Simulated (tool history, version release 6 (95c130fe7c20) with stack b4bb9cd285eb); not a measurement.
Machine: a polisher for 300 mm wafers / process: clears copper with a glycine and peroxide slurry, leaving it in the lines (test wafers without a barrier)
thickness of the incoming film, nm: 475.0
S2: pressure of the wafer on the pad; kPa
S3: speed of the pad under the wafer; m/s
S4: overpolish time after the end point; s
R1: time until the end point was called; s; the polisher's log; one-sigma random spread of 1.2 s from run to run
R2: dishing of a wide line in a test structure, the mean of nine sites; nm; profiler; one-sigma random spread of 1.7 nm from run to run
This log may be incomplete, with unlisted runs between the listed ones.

run 1 hour=0.0 | flow_of_slurry_(ml/min)=150 S2=14.5 S3=1.08 S4=20 | R1=110.53 R2=50.697
run 2 hour=8.7 | flow_of_slurry_(ml/min)=150 S2=14.5 S3=1.08 S4=27 | R1=107.38 R2=64.528
run 3 hour=14.3 | flow_of_slurry_(ml/min)=120 S2=14.5 S3=1.08 S4=27 | R1=112.29 R2=60.319
run 4 hour=20.6 | flow_of_slurry_(ml/min)=120 S2=12.4 S3=1.08 S4=27 | R1=127.94 R2=58.563
run 5 hour=24.5 | flow_of_slurry_(ml/min)=125 S2=12.4 S3=1.08 S4=29 | R1=124.06 R2=59.765
run 6 hour=33.2 | flow_of_slurry_(ml/min)=125 S2=12.4 S3=1.08 S4=33 | R1=125.75 R2=66.544
run 7 hour=37.5 | flow_of_slurry_(ml/min)=130 S2=12.4 S3=1.08 S4=34 | R1=128.26 R2=69.285

Run 8 has not been measured yet. What should we expect?
run 8 hour=39.8 | flow_of_slurry_(ml/min)=130 S2=13.1 S3=1.08 S4=35 | R1=? R2=?

R1: 120.91 s
R2: 69.661 nm
